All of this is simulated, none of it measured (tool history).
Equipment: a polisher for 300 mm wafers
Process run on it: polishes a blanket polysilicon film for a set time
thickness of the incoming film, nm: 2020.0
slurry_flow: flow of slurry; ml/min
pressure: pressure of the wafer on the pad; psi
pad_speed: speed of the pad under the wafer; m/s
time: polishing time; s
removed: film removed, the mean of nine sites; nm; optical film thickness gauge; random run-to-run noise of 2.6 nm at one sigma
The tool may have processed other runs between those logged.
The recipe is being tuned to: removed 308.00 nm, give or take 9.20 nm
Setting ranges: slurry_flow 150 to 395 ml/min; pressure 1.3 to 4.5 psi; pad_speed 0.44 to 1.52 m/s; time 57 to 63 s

{"run": 1, "hour": 0.0, "slurry_flow": 250, "pressure": 2.9, "pad_speed": 0.98, "time": 63, "removed": 469.69}
{"run": 2, "hour": 1.2, "slurry_flow": 275, "pressure": 2.9, "pad_speed": 0.98, "time": 63, "removed": 463.1}
{"run": 3, "hour": 6.3, "slurry_flow": 275, "pressure": 2.7, "pad_speed": 0.98, "time": 63, "removed": 439.52}
{"run": 4, "hour": 7.0, "slurry_flow": 275, "pressure": 2.5, "pad_speed": 0.98, "time": 63, "removed": 412.04}
{"run": 5, "hour": 9.9, "slurry_flow": 275, "pressure": 2.4, "pad_speed": 0.98, "time": 63, "removed": 389.97}
{"run": 6, "hour": 16.2, "slurry_flow": 275, "pressure": 2.3, "pad_speed": 0.98, "time": 63, "removed": 372.43}
{"run": 7, "hour": 22.4, "slurry_flow": 275, "pressure": 2.2, "pad_speed": 0.98, "time": 63, "removed": 361.28}
{"run": 8, "hour": 29.0, "slurry_flow": 275, "pressure": 2.1, "pad_speed": 0.98, "time": 63, "removed": 346.79}

Below are 5 possible settings for the next run. Only one of them brings all results inside the allowed miss of their targets. Which is it?
{"run": "A", "hour": 35.6, "slurry_flow": 270, "pressure": 2.0, "pad_speed": 0.84, "time": 63, "removed": "?"}
{"run": "B", "hour": 35.6, "slurry_flow": 225, "pressure": 1.7, "pad_speed": 1.02, "time": 63, "removed": "?"}
{"run": "C", "hour": 35.6, "slurry_flow": 265, "pressure": 2.2, "pad_speed": 0.94, "time": 60, "removed": "?"}
{"run": "D", "hour": 35.6, "slurry_flow": 240, "pressure": 1.5, "pad_speed": 1.16, "time": 63, "removed": "?"}
{"run": "E", "hour": 35.6, "slurry_flow": 250, "pressure": 2.3, "pad_speed": 0.76, "time": 63, "removed": "?"}

move=A removed=291.11
move=B removed=286.67
move=C removed=331.35
move=D removed=284.28
move=E removed=306.55
A: carries the result that was furthest off beyond its target, to the other side
B: carries the result that was furthest off beyond its target, to the other side
C: better than the last run, though not everything is in spec
D: carries the result that was furthest off beyond its target, to the other side
E: each result inside its tolerance
The right move is E.

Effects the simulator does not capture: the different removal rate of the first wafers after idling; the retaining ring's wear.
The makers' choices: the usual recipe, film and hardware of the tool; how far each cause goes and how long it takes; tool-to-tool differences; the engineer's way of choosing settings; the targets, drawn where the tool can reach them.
